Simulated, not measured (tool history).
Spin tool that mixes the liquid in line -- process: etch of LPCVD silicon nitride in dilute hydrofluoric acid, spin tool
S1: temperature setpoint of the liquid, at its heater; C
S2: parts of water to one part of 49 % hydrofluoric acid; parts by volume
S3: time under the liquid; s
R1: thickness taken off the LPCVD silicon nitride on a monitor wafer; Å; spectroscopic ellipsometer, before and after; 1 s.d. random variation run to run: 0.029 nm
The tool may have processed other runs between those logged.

run  hour    S1   S2  S3      R1
  1   0.0  25.0   90  90  5.7703
  2   4.7  25.0  120  90  4.3259
  3  10.0  23.0  120  90  3.8016
  4  15.0  24.5  120  90  4.3218
  5  16.8  22.0  120  90  3.5574
  6  21.5  24.0  110  90  4.4061

Predict the results of run 7:
  7  22.8  28.0  75  90   ?

Run 7 gave R1 8.7376 Å.

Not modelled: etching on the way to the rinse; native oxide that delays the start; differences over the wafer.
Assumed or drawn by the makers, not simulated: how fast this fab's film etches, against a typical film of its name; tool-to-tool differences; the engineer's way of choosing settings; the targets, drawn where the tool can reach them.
